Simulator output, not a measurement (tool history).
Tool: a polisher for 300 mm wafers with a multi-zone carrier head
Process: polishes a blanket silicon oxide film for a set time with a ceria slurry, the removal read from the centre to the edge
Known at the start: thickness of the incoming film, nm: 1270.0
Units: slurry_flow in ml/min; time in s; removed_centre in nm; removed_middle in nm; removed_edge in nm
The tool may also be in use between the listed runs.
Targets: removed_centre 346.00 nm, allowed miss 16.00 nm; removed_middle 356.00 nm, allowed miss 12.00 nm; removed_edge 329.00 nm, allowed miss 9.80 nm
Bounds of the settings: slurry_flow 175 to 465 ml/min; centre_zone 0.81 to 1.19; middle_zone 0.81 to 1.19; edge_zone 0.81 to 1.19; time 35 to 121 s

run,hour,slurry_flow,centre_zone,middle_zone,edge_zone,time,removed_centre,removed_middle,removed_edge
1,0.0,295,1.00,1.00,1.00,78,423.87,410.86,407.24
2,9.0,295,1.00,1.00,0.95,78,423.92,407.90,390.77
3,16.6,295,0.93,1.00,0.95,78,394.62,405.63,392.03
4,20.8,295,0.87,1.00,0.95,78,384.33,412.34,392.86
5,22.4,295,0.87,1.00,0.94,77,372.69,407.02,386.27
6,24.8,295,0.87,1.00,0.99,77,367.85,407.04,397.13
7,28.2,295,0.87,1.00,0.97,76,354.33,405.93,383.29
8,32.9,295,0.87,1.00,0.95,75,355.01,393.16,379.78
9,37.6,295,0.88,1.00,0.93,74,353.67,387.64,364.19
10,43.8,295,0.88,1.00,0.92,74,362.14,391.31,369.66
11,44.4,295,0.88,1.00,0.91,73,356.43,391.95,358.72
12,50.9,290,0.88,0.99,0.90,73,353.68,382.79,359.64
# hour 58.5: centre zone pressure recalibrated
13,58.5,280,0.92,0.99,0.81,68,311.24,346.78,320.23
14,64.9,285,0.93,0.99,0.81,68,319.85,358.84,318.62
15,73.4,285,0.94,0.99,0.81,68,322.19,350.19,319.52
16,75.5,290,0.94,0.99,0.81,68,323.45,355.32,320.08

5 next moves are on the table. One of them brings every result within its allowed miss. Which?
A,77.6,330,1.11,0.96,0.83,69,?,?,?
B,77.6,285,0.84,0.81,0.87,74,?,?,?
C,77.6,290,0.90,0.92,0.87,72,?,?,?
D,77.6,350,0.98,1.01,0.81,63,?,?,?
E,77.6,415,0.97,0.96,0.84,68,?,?,?

move,removed_centre,removed_middle,removed_edge
A,384.94,356.82,335.04
B,306.22,331.42,363.38
C,320.34,355.85,353.60
D,311.98,341.12,303.73
E,338.26,358.75,336.90
A: takes the result that was furthest off past its target
B: further off than the last run
C: further off than the last run
D: further off than the last run
E: meets every target
Answer: E

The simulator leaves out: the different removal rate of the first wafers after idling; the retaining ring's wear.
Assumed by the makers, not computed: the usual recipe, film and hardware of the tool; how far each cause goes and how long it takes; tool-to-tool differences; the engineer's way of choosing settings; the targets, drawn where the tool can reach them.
